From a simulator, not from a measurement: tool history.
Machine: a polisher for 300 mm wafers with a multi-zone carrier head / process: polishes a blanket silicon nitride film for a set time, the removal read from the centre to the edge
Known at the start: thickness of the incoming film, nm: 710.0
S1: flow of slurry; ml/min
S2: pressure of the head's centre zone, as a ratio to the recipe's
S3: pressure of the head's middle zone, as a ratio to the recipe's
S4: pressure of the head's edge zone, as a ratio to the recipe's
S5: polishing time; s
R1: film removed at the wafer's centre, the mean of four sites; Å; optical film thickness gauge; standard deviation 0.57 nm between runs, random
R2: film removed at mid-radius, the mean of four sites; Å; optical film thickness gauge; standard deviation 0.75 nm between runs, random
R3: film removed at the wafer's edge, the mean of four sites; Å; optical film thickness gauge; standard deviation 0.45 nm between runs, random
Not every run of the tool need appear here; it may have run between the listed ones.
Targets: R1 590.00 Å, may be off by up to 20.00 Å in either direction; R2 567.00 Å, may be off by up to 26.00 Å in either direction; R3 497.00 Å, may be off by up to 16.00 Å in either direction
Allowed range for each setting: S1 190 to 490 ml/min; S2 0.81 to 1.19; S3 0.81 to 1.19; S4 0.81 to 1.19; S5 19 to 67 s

{"run": 1, "hour": 0.0, "S1": 315, "S2": 1.0, "S3": 1.0, "S4": 1.0, "S5": 43, "R1": 1043.9, "R2": 985.15, "R3": 971.35}
{"run": 2, "hour": 1.0, "S1": 240, "S2": 1.0, "S3": 1.0, "S4": 1.0, "S5": 43, "R1": 1007.8, "R2": 980.24, "R3": 940.2}
{"run": 3, "hour": 2.2, "S1": 235, "S2": 1.0, "S3": 1.0, "S4": 0.98, "S5": 40, "R1": 922.08, "R2": 883.43, "R3": 862.98}
{"run": 4, "hour": 5.4, "S1": 230, "S2": 1.01, "S3": 1.02, "S4": 0.96, "S5": 37, "R1": 870.25, "R2": 841.31, "R3": 786.5}
{"run": 5, "hour": 6.4, "S1": 230, "S2": 1.01, "S3": 1.02, "S4": 0.96, "S5": 27, "R1": 636.82, "R2": 623.5, "R3": 585.42}
{"run": 6, "hour": 12.8, "S1": 265, "S2": 1.01, "S3": 1.02, "S4": 0.96, "S5": 27, "R1": 650.03, "R2": 607.73, "R3": 580.64}
{"run": 7, "hour": 19.0, "S1": 285, "S2": 1.0, "S3": 1.06, "S4": 0.86, "S5": 22, "R1": 527.35, "R2": 516.04, "R3": 453.55}
{"run": 8, "hour": 26.9, "S1": 285, "S2": 1.01, "S3": 1.07, "S4": 0.87, "S5": 22, "R1": 531.76, "R2": 531.12, "R3": 459.75}
{"run": 9, "hour": 32.3, "S1": 285, "S2": 1.02, "S3": 1.07, "S4": 0.88, "S5": 22, "R1": 532.37, "R2": 522.02, "R3": 455.52}
{"run": 10, "hour": 37.4, "S1": 285, "S2": 1.03, "S3": 1.07, "S4": 0.89, "S5": 22, "R1": 538.06, "R2": 536.33, "R3": 458.85}
{"run": 11, "hour": 44.9, "S1": 285, "S2": 1.04, "S3": 1.07, "S4": 0.9, "S5": 22, "R1": 543.63, "R2": 515.93, "R3": 470.47}
{"run": 12, "hour": 46.8, "S1": 285, "S2": 1.04, "S3": 1.07, "S4": 0.89, "S5": 22, "R1": 541.66, "R2": 520.69, "R3": 461.45}
{"run": 13, "hour": 49.0, "S1": 285, "S2": 1.05, "S3": 1.08, "S4": 0.9, "S5": 22, "R1": 554.27, "R2": 527.47, "R3": 461.35}
{"run": 14, "hour": 57.0, "S1": 285, "S2": 1.05, "S3": 1.08, "S4": 0.91, "S5": 22, "R1": 555.6, "R2": 521.88, "R3": 466.8}
{"run": 15, "hour": 61.8, "S1": 285, "S2": 1.05, "S3": 1.09, "S4": 0.92, "S5": 22, "R1": 553.85, "R2": 526.9, "R3": 460.28}
{"run": 16, "hour": 63.3, "S1": 285, "S2": 1.05, "S3": 1.09, "S4": 0.93, "S5": 22, "R1": 543.27, "R2": 534.69, "R3": 463.38}
{"run": 17, "hour": 66.7, "S1": 285, "S2": 1.06, "S3": 1.09, "S4": 0.94, "S5": 22, "R1": 552.55, "R2": 532.12, "R3": 470.7}

Exercise: of the 5 proposed moves below, exactly one satisfies all targets within the stated allowed misses. Which move is it?
{"run": "A", "hour": 70.1, "S1": 330, "S2": 1.01, "S3": 1.13, "S4": 0.85, "S5": 22, "R1": "?", "R2": "?", "R3": "?"}
{"run": "B", "hour": 70.1, "S1": 305, "S2": 1.09, "S3": 1.01, "S4": 0.96, "S5": 23, "R1": "?", "R2": "?", "R3": "?"}
{"run": "C", "hour": 70.1, "S1": 295, "S2": 1.15, "S3": 1.19, "S4": 0.85, "S5": 22, "R1": "?", "R2": "?", "R3": "?"}
{"run": "D", "hour": 70.1, "S1": 430, "S2": 1.04, "S3": 1.06, "S4": 0.89, "S5": 23, "R1": "?", "R2": "?", "R3": "?"}
{"run": "E", "hour": 70.1, "S1": 215, "S2": 0.97, "S3": 1.12, "S4": 1.04, "S5": 23, "R1": "?", "R2": "?", "R3": "?"}

move=A R1=524.64 R2=565.87 R3=459.31
move=B R1=585.55 R2=534.46 R3=506.60
move=C R1=588.55 R2=586.83 R3=456.31
move=D R1=573.80 R2=569.15 R3=496.91
move=E R1=510.29 R2=569.35 R3=515.80
A: moves away from the targets compared with the last run
B: the furthest-off result lands on target, but another misses its tolerance
C: the furthest-off result lands on target, but another misses its tolerance
D: all results land within tolerance of their targets
E: moves away from the targets compared with the last run
Go with D: it meets all targets.

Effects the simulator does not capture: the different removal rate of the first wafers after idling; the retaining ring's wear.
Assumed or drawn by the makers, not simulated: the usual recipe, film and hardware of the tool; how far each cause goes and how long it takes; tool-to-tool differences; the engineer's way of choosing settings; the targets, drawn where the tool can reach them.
